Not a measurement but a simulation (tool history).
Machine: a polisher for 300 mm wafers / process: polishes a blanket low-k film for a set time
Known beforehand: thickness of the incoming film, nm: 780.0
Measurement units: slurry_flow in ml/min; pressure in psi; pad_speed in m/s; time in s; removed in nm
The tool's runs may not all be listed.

| run | hour | slurry_flow | pressure | pad_speed | slurry_solids | time | removed |
|---|---|---|---|---|---|---|---|
| 1 | 0.0 | 130 | 1.4 | 1.22 | 1.0 | 43 | 15.099 |
| 2 | 4.0 | 105 | 1.4 | 1.22 | 1.0 | 43 | 13.971 |
| 3 | 9.2 | 80 | 1.4 | 1.22 | 1.0 | 43 | 12.867 |
| 4 | 13.3 | 100 | 1.5 | 1.22 | 1.0 | 43 | 15.321 |
| 5 | 18.7 | 115 | 1.5 | 1.22 | 1.0 | 43 | 15.271 |
| 6 | 26.6 | 115 | 1.5 | 1.22 | 1.0 | 43 | 15.427 |
| 7 | 28.9 | 115 | 1.5 | 1.22 | 1.0 | 43 | 15.666 |
|  | 33.1 | slurry blender recalibrated |
| 8 | 33.1 | 125 | 1.6 | 1.22 | 1.0 | 43 | 18.707 |

Run 9, settings as shown, results not yet in. Your forecast:
| 9 | 35.7 | 135 | 1.6 | 1.22 | 1.0 | 43 | ? |

Run 9 came out at removed 19.330 nm.
